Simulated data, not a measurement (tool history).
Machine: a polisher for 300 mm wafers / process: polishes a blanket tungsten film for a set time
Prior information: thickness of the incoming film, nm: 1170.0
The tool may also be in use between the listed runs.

run  hour  flow of slurry (ml/min)  pressure of the wafer on the pad (psi)  speed of the pad under the wafer (m/s)  abrasive content of the slurry  polishing time (s)  film removed (nm)
  1     0                      200                                     4.7                                    1.16                               1                  28              161.8
  2   2.3                      200                                     4.7                                    1.42                               1                  28             197.46
  3   5.8                      200                                     4.7                                    1.26                               1                  28             179.63
  4   8.3                      200                                     4.7                                    1.26                             0.9                  28             169.98
  5  11.8                      200                                     4.8                                    1.26                             0.9                  28             174.13
  6  13.7                      200                                     4.8                                    1.26                               1                  28             177.39

Predict the results of run 7:
  7  16.5                      200                                     4.9                                    1.26                               1                  28                  ?

Run 7 produced film removed (nm) 181.33.
